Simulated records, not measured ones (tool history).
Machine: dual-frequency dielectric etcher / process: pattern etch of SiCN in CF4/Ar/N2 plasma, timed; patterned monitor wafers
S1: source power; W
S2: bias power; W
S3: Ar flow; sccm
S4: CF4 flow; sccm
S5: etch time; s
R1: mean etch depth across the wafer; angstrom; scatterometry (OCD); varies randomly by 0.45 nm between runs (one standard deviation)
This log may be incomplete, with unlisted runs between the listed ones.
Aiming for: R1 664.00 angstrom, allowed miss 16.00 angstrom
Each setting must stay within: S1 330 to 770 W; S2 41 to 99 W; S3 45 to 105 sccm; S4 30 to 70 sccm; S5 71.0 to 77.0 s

run,hour,S1,S2,S3,S4,S5,R1
1,0.0,550,70,75,50,77.0,748.33
2,2.7,550,70,75,50,71.0,689.32
3,8.6,540,70,75,50,71.0,681.84
4,11.6,440,70,75,50,71.0,609.88
5,17.9,450,70,75,50,71.0,619.26
6,19.9,450,70,75,43,71.0,611.45
7,20.7,460,70,75,43,71.0,616.94
8,21.5,470,70,75,43,71.0,625.72
9,28.7,470,70,75,43,71.0,623.40
10,37.5,480,70,75,43,71.0,627.45

Of the 5 settings listed for the next run, only one would bring every result within its allowed miss of target. Which one?
A,46.3,460,54,75,44,77.0,?
B,46.3,460,75,90,45,77.0,?
C,46.3,520,70,74,40,77.0,?
D,46.3,390,83,78,48,73.0,?
E,46.3,450,69,76,44,74.5,?

move,R1
A,630.62
B,666.56
C,713.20
D,620.38
E,641.27
A: an improvement on the last run, though not all results are within tolerance
B: all results land within tolerance of their targets
C: pushes the last run's worst result past its target
D: lands further from the targets than the last run did
E: an improvement on the last run, though not all results are within tolerance
Answer: B
